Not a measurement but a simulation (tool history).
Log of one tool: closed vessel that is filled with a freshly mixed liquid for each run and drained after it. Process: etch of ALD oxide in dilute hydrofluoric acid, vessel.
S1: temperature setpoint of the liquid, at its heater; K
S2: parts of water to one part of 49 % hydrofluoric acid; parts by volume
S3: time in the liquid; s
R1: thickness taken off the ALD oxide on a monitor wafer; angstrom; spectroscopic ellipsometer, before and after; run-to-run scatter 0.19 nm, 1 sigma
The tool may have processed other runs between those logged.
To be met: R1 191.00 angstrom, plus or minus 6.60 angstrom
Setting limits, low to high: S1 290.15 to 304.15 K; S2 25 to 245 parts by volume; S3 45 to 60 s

{"run": 1, "hour": 0.0, "S1": 296.15, "S2": 135, "S3": 60, "R1": 120.62}
{"run": 2, "hour": 4.1, "S1": 297.15, "S2": 130, "S3": 60, "R1": 127.21}
{"run": 3, "hour": 5.3, "S1": 297.15, "S2": 110, "S3": 60, "R1": 157.34}
{"run": 4, "hour": 9.4, "S1": 297.15, "S2": 60, "S3": 60, "R1": 310.29}
{"run": 5, "hour": 16.9, "S1": 300.65, "S2": 60, "S3": 60, "R1": 348.74}
{"run": 6, "hour": 23.9, "S1": 300.65, "S2": 95, "S3": 60, "R1": 214.37}
{"run": 7, "hour": 27.0, "S1": 300.15, "S2": 95, "S3": 60, "R1": 209.59}
{"run": 8, "hour": 33.0, "S1": 300.15, "S2": 95, "S3": 60, "R1": 209.65}

5 candidate next runs follow, results not yet known. Just one meets every target within its allowed miss. Identify it.
{"run": "A", "hour": 39.0, "S1": 297.65, "S2": 65, "S3": 50, "R1": "?"}
{"run": "B", "hour": 39.0, "S1": 298.65, "S2": 80, "S3": 60, "R1": "?"}
{"run": "C", "hour": 39.0, "S1": 299.65, "S2": 85, "S3": 50, "R1": "?"}
{"run": "D", "hour": 39.0, "S1": 298.65, "S2": 105, "S3": 60, "R1": "?"}
{"run": "E", "hour": 39.0, "S1": 299.65, "S2": 95, "S3": 50, "R1": "?"}

move=A R1=234.55
move=B R1=233.64
move=C R1=189.49
move=D R1=172.54
move=E R1=167.38
A: moves away from the targets compared with the last run
B: moves away from the targets compared with the last run
C: every result lands within tolerance
D: carries the result that was furthest off beyond its target, to the other side
E: carries the result that was furthest off beyond its target, to the other side
Answer: C
